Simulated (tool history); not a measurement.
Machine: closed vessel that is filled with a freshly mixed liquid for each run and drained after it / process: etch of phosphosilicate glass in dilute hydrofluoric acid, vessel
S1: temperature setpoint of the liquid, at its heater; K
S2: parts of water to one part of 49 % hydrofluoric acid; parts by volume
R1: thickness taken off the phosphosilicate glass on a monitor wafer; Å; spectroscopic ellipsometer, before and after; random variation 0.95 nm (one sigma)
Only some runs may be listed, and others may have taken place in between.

Run 1, hour 0.0: S1 297.15 K, S2 180 parts by volume, time in the liquid (s) 125. Result: R1 576.38 Å.
Run 2, hour 2.9: S1 294.15 K, S2 180 parts by volume, time in the liquid (s) 125. Result: R1 513.16 Å.
Run 3, hour 4.3: S1 292.15 K, S2 180 parts by volume, time in the liquid (s) 125. Result: R1 477.69 Å.
Run 4, hour 12.8: S1 293.65 K, S2 165 parts by volume, time in the liquid (s) 125. Result: R1 556.05 Å.
Run 5, hour 16.8: S1 297.15 K, S2 165 parts by volume, time in the liquid (s) 125. Result: R1 642.87 Å.
Run 6, hour 24.3: S1 298.15 K, S2 155 parts by volume, time in the liquid (s) 125. Result: R1 708.50 Å.
Run 7, hour 26.8: S1 298.65 K, S2 145 parts by volume, time in the liquid (s) 125. Result: R1 782.70 Å.
Run 8, hour 30.9: S1 299.15 K, S2 135 parts by volume, time in the liquid (s) 125. Result: R1 863.35 Å.
At hour 36.0: hydrofluoric acid flow meter replaced.
Run 9, hour 36.0: S1 299.15 K, S2 135 parts by volume, time in the liquid (s) 125. Result: R1 782.26 Å.
Run 10, hour 42.2: S1 303.15 K, S2 65 parts by volume, time in the liquid (s) 125. Result: R1 2103.10 Å.
Run 11, hour 46.3: S1 302.65 K, S2 65 parts by volume, time in the liquid (s) 125. Result: R1 2054.80 Å.
Run 12, hour 51.9: S1 302.15 K, S2 65 parts by volume, time in the liquid (s) 125. Result: R1 2011.00 Å.
Run 13, hour 54.4: S1 301.65 K, S2 65 parts by volume, time in the liquid (s) 125. Result: R1 1995.30 Å.

For run 14, what comes out?
Run 14, hour 61.8: S1 301.15 K, S2 65 parts by volume, time in the liquid (s) 125. Result: R1 ?.

Logged for run 14: R1 1940.30 Å.

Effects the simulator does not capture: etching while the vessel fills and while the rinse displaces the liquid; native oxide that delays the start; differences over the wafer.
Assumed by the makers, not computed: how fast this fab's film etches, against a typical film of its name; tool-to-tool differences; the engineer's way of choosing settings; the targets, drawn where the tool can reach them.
